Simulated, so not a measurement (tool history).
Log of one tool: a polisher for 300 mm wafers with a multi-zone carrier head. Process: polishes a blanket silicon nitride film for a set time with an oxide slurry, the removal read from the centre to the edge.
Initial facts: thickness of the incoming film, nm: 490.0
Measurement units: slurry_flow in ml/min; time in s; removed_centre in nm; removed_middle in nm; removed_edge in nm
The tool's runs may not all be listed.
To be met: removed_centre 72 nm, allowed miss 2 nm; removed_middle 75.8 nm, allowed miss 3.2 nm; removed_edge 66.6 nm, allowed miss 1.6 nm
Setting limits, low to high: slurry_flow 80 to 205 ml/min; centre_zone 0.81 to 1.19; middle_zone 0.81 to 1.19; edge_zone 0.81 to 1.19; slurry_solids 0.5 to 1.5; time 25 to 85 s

run 1 hour=0 | slurry_flow=135 centre_zone=1 middle_zone=1 edge_zone=1 slurry_solids=1 time=55 | removed_centre=42.143 removed_middle=42.128 removed_edge=42.643
run 2 hour=4.5 | slurry_flow=150 centre_zone=1 middle_zone=1 edge_zone=1 slurry_solids=1 time=55 | removed_centre=42.794 removed_middle=42.794 removed_edge=42.868
run 3 hour=10.9 | slurry_flow=155 centre_zone=1.02 middle_zone=1.04 edge_zone=1.02 slurry_solids=1.1 time=57 | removed_centre=47.353 removed_middle=47.974 removed_edge=46.332
run 4 hour=12.5 | slurry_flow=170 centre_zone=1.02 middle_zone=1.04 edge_zone=1.02 slurry_solids=1.1 time=57 | removed_centre=47.539 removed_middle=47.72 removed_edge=47.252
run 5 hour=17.4 | slurry_flow=170 centre_zone=1.03 middle_zone=1.07 edge_zone=1.03 slurry_solids=1.2 time=60 | removed_centre=52.231 removed_middle=54 removed_edge=51.1
run 6 hour=20.4 | slurry_flow=170 centre_zone=1.09 middle_zone=1.07 edge_zone=1.03 slurry_solids=1.2 time=60 | removed_centre=56.066 removed_middle=52.668 removed_edge=51.466
run 7 hour=26.9 | slurry_flow=170 centre_zone=1.09 middle_zone=1.09 edge_zone=1.04 slurry_solids=1.25 time=62 | removed_centre=58.108 removed_middle=56.946 removed_edge=54.049
run 8 hour=33.3 | slurry_flow=170 centre_zone=1.09 middle_zone=1.09 edge_zone=1.04 slurry_solids=1.25 time=62 | removed_centre=58.28 removed_middle=57.465 removed_edge=53.954
run 9 hour=40.6 | slurry_flow=170 centre_zone=1.1 middle_zone=1.11 edge_zone=1.06 slurry_solids=1.3 time=63 | removed_centre=59.839 removed_middle=59.884 removed_edge=55.878
run 10 hour=46.2 | slurry_flow=175 centre_zone=1.11 middle_zone=1.12 edge_zone=1.07 slurry_solids=1.35 time=64 | removed_centre=63.673 removed_middle=62.746 removed_edge=58.232
run 11 hour=51.8 | slurry_flow=180 centre_zone=1.11 middle_zone=1.13 edge_zone=1.08 slurry_solids=1.4 time=65 | removed_centre=65.938 removed_middle=65.298 removed_edge=59.746
run 12 hour=55.7 | slurry_flow=180 centre_zone=1.11 middle_zone=1.14 edge_zone=1.09 slurry_solids=1.4 time=66 | removed_centre=66.468 removed_middle=66.338 removed_edge=61.614
run 13 hour=62.2 | slurry_flow=180 centre_zone=1.11 middle_zone=1.15 edge_zone=1.09 slurry_solids=1.4 time=67 | removed_centre=67.382 removed_middle=66.611 removed_edge=61.973
run 14 hour=66 | slurry_flow=180 centre_zone=1.1 middle_zone=1.16 edge_zone=1.08 slurry_solids=1.4 time=68 | removed_centre=67.846 removed_middle=68.798 removed_edge=62.252
run 15 hour=74 | slurry_flow=180 centre_zone=1.1 middle_zone=1.17 edge_zone=1.08 slurry_solids=1.4 time=69 | removed_centre=68.8 removed_middle=69.937 removed_edge=63.733
run 16 hour=75.1 | slurry_flow=185 centre_zone=1.09 middle_zone=1.17 edge_zone=1.07 slurry_solids=1.4 time=69 | removed_centre=67.566 removed_middle=71.546 removed_edge=63.623
run 17 hour=83 | slurry_flow=190 centre_zone=1.09 middle_zone=1.17 edge_zone=1.07 slurry_solids=1.4 time=69 | removed_centre=68.985 removed_middle=70.624 removed_edge=63.594

Next run, 5 choices. One meets every target within its allowed miss, the rest don't. Which?
run A hour=90.9 | slurry_flow=205 centre_zone=1.01 middle_zone=1.12 edge_zone=1.05 slurry_solids=1.35 time=78 | removed_centre=? removed_middle=? removed_edge=?
run B hour=90.9 | slurry_flow=195 centre_zone=1.09 middle_zone=1.16 edge_zone=1.04 slurry_solids=1.45 time=68 | removed_centre=? removed_middle=? removed_edge=?
run C hour=90.9 | slurry_flow=185 centre_zone=1.18 middle_zone=1.12 edge_zone=1.1 slurry_solids=1.3 time=73 | removed_centre=? removed_middle=? removed_edge=?
run D hour=90.9 | slurry_flow=200 centre_zone=1.08 middle_zone=1.19 edge_zone=1.04 slurry_solids=1.3 time=74 | removed_centre=? removed_middle=? removed_edge=?
run E hour=90.9 | slurry_flow=205 centre_zone=1.14 middle_zone=1.09 edge_zone=1.06 slurry_solids=1.3 time=73 | removed_centre=? removed_middle=? removed_edge=?

move=A removed_centre=72.674 removed_middle=77.523 removed_edge=71.887
move=B removed_centre=69.502 removed_middle=70.773 removed_edge=63.536
move=C removed_centre=77.35 removed_middle=70.597 removed_edge=67.028
move=D removed_centre=72.625 removed_middle=76.264 removed_edge=66.88
move=E removed_centre=75.876 removed_middle=69.965 removed_edge=66.732
A: takes the biggest miss from the last run beyond its target
B: as far off as the last run
C: the worst result of the last run now meets its target, but another is out of spec
D: hits every target within its allowed miss
E: the worst result of the last run now meets its target, but another is out of spec
Answer: D
